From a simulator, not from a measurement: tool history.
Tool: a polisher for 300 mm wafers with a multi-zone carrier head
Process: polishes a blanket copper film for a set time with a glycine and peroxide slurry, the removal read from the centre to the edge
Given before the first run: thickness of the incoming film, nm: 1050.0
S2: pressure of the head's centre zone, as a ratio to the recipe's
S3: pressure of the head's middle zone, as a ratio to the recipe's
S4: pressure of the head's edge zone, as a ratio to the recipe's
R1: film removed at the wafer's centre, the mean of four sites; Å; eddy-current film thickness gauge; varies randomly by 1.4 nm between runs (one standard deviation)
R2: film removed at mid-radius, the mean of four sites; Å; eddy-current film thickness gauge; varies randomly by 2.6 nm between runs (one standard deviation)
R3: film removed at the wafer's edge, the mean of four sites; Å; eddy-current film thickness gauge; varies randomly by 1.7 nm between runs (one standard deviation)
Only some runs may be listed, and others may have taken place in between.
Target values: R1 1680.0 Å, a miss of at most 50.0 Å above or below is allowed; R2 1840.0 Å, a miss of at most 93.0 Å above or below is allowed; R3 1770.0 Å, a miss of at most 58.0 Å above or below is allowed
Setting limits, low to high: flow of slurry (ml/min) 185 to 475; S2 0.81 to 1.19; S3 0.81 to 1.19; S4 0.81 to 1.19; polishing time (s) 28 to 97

{"run": 1, "hour": 0.0, "flow of slurry (ml/min)": 305, "S2": 1.0, "S3": 1.0, "S4": 1.0, "polishing time (s)": 62, "R1": 2802.0, "R2": 2851.9, "R3": 2749.4}
{"run": 2, "hour": 2.0, "flow of slurry (ml/min)": 305, "S2": 1.0, "S3": 0.95, "S4": 1.0, "polishing time (s)": 62, "R1": 2775.8, "R2": 2695.0, "R3": 2728.9}
{"run": 3, "hour": 9.2, "flow of slurry (ml/min)": 305, "S2": 1.0, "S3": 0.89, "S4": 1.0, "polishing time (s)": 62, "R1": 2798.3, "R2": 2597.6, "R3": 2689.5}
{"run": 4, "hour": 10.0, "flow of slurry (ml/min)": 305, "S2": 1.0, "S3": 0.93, "S4": 1.0, "polishing time (s)": 62, "R1": 2763.1, "R2": 2634.8, "R3": 2743.9}
{"run": 5, "hour": 17.2, "flow of slurry (ml/min)": 305, "S2": 1.0, "S3": 0.93, "S4": 0.94, "polishing time (s)": 62, "R1": 2816.4, "R2": 2707.7, "R3": 2682.7}
{"run": 6, "hour": 17.8, "flow of slurry (ml/min)": 265, "S2": 1.0, "S3": 0.93, "S4": 0.94, "polishing time (s)": 62, "R1": 2732.9, "R2": 2574.5, "R3": 2619.7}
{"run": 7, "hour": 22.6, "flow of slurry (ml/min)": 265, "S2": 0.99, "S3": 0.93, "S4": 0.93, "polishing time (s)": 59, "R1": 2573.3, "R2": 2460.8, "R3": 2495.5}
{"run": 8, "hour": 30.6, "flow of slurry (ml/min)": 270, "S2": 0.98, "S3": 0.93, "S4": 0.92, "polishing time (s)": 57, "R1": 2500.5, "R2": 2373.0, "R3": 2438.9}
{"run": 9, "hour": 36.0, "flow of slurry (ml/min)": 270, "S2": 0.97, "S3": 0.95, "S4": 0.91, "polishing time (s)": 54, "R1": 2331.0, "R2": 2312.6, "R3": 2290.4}
{"run": 10, "hour": 38.6, "flow of slurry (ml/min)": 260, "S2": 0.87, "S3": 0.92, "S4": 0.83, "polishing time (s)": 38, "R1": 1463.4, "R2": 1553.0, "R3": 1535.6}
{"run": 11, "hour": 40.6, "flow of slurry (ml/min)": 260, "S2": 0.88, "S3": 0.93, "S4": 0.85, "polishing time (s)": 38, "R1": 1475.0, "R2": 1562.2, "R3": 1572.6}
{"run": 12, "hour": 46.2, "flow of slurry (ml/min)": 265, "S2": 0.89, "S3": 0.94, "S4": 0.86, "polishing time (s)": 38, "R1": 1472.2, "R2": 1628.0, "R3": 1603.0}
{"run": 13, "hour": 47.0, "flow of slurry (ml/min)": 265, "S2": 0.9, "S3": 0.94, "S4": 0.87, "polishing time (s)": 38, "R1": 1503.9, "R2": 1645.0, "R3": 1582.6}
{"run": 14, "hour": 51.6, "flow of slurry (ml/min)": 265, "S2": 0.91, "S3": 0.94, "S4": 0.88, "polishing time (s)": 38, "R1": 1561.6, "R2": 1624.8, "R3": 1585.6}
{"run": 15, "hour": 59.3, "flow of slurry (ml/min)": 265, "S2": 0.91, "S3": 0.95, "S4": 0.89, "polishing time (s)": 38, "R1": 1538.7, "R2": 1602.3, "R3": 1598.1}
{"run": 16, "hour": 65.7, "flow of slurry (ml/min)": 305, "S2": 0.95, "S3": 1.05, "S4": 0.94, "polishing time (s)": 43, "R1": 1829.6, "R2": 2077.7, "R3": 1829.1}

Which of these 5 next moves meets every target?
{"run": "A", "hour": 72.1, "flow of slurry (ml/min)": 275, "S2": 0.91, "S3": 0.99, "S4": 0.93, "polishing time (s)": 41, "R1": "?", "R2": "?", "R3": "?"}
{"run": "B", "hour": 72.1, "flow of slurry (ml/min)": 315, "S2": 0.89, "S3": 1.02, "S4": 1.02, "polishing time (s)": 40, "R1": "?", "R2": "?", "R3": "?"}
{"run": "C", "hour": 72.1, "flow of slurry (ml/min)": 215, "S2": 0.91, "S3": 1.08, "S4": 0.86, "polishing time (s)": 40, "R1": "?", "R2": "?", "R3": "?"}
{"run": "D", "hour": 72.1, "flow of slurry (ml/min)": 280, "S2": 0.85, "S3": 1.0, "S4": 0.97, "polishing time (s)": 41, "R1": "?", "R2": "?", "R3": "?"}
{"run": "E", "hour": 72.1, "flow of slurry (ml/min)": 315, "S2": 0.9, "S3": 1.09, "S4": 0.92, "polishing time (s)": 41, "R1": "?", "R2": "?", "R3": "?"}

move=A R1=1640.2 R2=1823.7 R3=1752.2
move=B R1=1591.0 R2=1852.1 R3=1778.7
move=C R1=1541.7 R2=1851.6 R3=1626.6
move=D R1=1534.8 R2=1843.7 R3=1777.6
move=E R1=1650.1 R2=2008.8 R3=1764.0
A: all results land within tolerance of their targets
B: moves the result that the last run missed by most past its target, out the other side
C: moves the result that the last run missed by most past its target, out the other side
D: moves the result that the last run missed by most past its target, out the other side
E: corrects the largest miss of the last run, while another result sits out of spec
The right move is A.
